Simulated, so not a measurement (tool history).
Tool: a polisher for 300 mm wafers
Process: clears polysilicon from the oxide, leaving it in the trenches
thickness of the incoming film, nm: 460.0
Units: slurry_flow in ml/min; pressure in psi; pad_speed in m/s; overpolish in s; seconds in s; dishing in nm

run	hour	slurry_flow	pressure	pad_speed	overpolish	seconds	dishing
1	0.0	290	3.3	0.86	30	25.843	47.035
2	4.7	290	3.2	0.86	30	26.842	46.682
3	8.8	290	2.3	0.86	30	36.477	43.473
4	16.0	290	2.3	0.68	30	45.595	42.451
5	22.7	290	2.3	0.50	30	62.120	45.341
6	29.7	290	2.3	0.42	30	72.775	44.582

Forecast run 7:
7	35.3	290	2.6	0.44	30	?	?

{"run 7": {"seconds": 60.095, "dishing": 42.918}}
